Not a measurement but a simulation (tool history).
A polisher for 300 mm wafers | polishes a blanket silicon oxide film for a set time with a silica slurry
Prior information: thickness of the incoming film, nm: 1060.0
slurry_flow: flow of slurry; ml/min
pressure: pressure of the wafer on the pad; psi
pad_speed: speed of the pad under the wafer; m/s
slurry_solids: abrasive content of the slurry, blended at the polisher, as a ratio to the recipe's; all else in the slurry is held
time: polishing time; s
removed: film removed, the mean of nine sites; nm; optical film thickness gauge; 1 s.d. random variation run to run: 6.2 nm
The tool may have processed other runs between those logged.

{"run": 1, "hour": 0.0, "slurry_flow": 220, "pressure": 5.0, "pad_speed": 1.48, "slurry_solids": 1.0, "time": 82, "removed": 436.83}
{"run": 2, "hour": 1.3, "slurry_flow": 225, "pressure": 5.6, "pad_speed": 1.48, "slurry_solids": 1.0, "time": 82, "removed": 482.88}
{"run": 3, "hour": 7.9, "slurry_flow": 225, "pressure": 5.6, "pad_speed": 1.48, "slurry_solids": 0.8, "time": 82, "removed": 429.92}
{"run": 4, "hour": 13.7, "slurry_flow": 225, "pressure": 5.6, "pad_speed": 1.12, "slurry_solids": 0.8, "time": 82, "removed": 364.04}
{"run": 5, "hour": 20.0, "slurry_flow": 225, "pressure": 6.1, "pad_speed": 1.26, "slurry_solids": 0.8, "time": 82, "removed": 421.21}
{"run": 6, "hour": 23.5, "slurry_flow": 225, "pressure": 6.5, "pad_speed": 1.4, "slurry_solids": 0.8, "time": 82, "removed": 480.56}
{"run": 7, "hour": 29.9, "slurry_flow": 225, "pressure": 6.8, "pad_speed": 1.52, "slurry_solids": 0.8, "time": 82, "removed": 522.82}

Estimate the outcome of run 8 from the log above:
{"run": 8, "hour": 31.0, "slurry_flow": 230, "pressure": 7.0, "pad_speed": 1.62, "slurry_solids": 0.8, "time": 82, "removed": "?"}

{"run 8": {"removed": 561.0}}
